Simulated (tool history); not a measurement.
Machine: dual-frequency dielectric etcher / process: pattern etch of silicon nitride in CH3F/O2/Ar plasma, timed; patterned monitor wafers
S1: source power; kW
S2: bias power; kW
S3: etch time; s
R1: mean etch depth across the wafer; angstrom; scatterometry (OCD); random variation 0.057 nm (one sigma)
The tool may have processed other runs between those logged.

run,hour,S1,S2,S3,R1
1,0.0,0.430,0.057,44,275.43
2,6.4,0.430,0.061,44,280.02
3,14.1,0.430,0.061,41,263.21
4,19.5,0.480,0.061,41,274.50
5,22.0,0.430,0.061,41,260.99
6,26.5,0.410,0.061,41,256.51

Run 7, settings as shown, results not yet in. Your forecast:
7,27.1,0.390,0.061,41,?

R1: 250.36 angstrom
